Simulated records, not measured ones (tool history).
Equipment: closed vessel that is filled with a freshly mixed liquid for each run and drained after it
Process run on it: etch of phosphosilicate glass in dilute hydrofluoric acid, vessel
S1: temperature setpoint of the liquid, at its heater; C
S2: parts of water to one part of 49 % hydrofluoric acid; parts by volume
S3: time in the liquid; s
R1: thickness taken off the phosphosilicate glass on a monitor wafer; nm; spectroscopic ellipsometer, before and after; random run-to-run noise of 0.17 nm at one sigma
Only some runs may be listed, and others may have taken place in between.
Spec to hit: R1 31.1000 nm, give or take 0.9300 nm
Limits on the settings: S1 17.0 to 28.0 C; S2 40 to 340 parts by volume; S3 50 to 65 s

run,hour,S1,S2,S3,R1
1,0.0,20.0,190,65,15.2860
2,7.4,20.0,190,65,15.2740
3,16.2,20.0,240,65,11.6080
4,18.2,20.0,265,65,10.2970
5,25.7,20.0,305,65,8.6334
# hour 29.4: thermometer replaced
6,29.4,20.0,305,65,8.8779
7,37.4,21.0,280,65,10.3420
8,45.8,25.0,205,65,17.7160
9,51.2,25.5,195,65,19.0440
10,58.4,25.5,195,65,19.1010
11,66.1,26.0,185,65,20.6880
12,75.3,26.0,180,65,21.3580
13,83.2,26.0,175,65,22.2010

Below are 5 possible settings for the next run. Only one of them brings all results inside the allowed miss of their targets. Which is it?
A,91.1,28.0,150,65,?
B,91.1,28.0,130,60,?
C,91.1,28.0,130,65,?
D,91.1,23.5,185,65,?
E,91.1,25.0,135,65,?

move,R1
A,28.6380
B,31.2870
C,33.8940
D,18.8650
E,28.9630
A: an improvement on the last run, though not all results are within tolerance
B: each result inside its tolerance
C: moves the result that the last run missed by most past its target, out the other side
D: moves away from the targets compared with the last run
E: an improvement on the last run, though not all results are within tolerance
The right move is B.
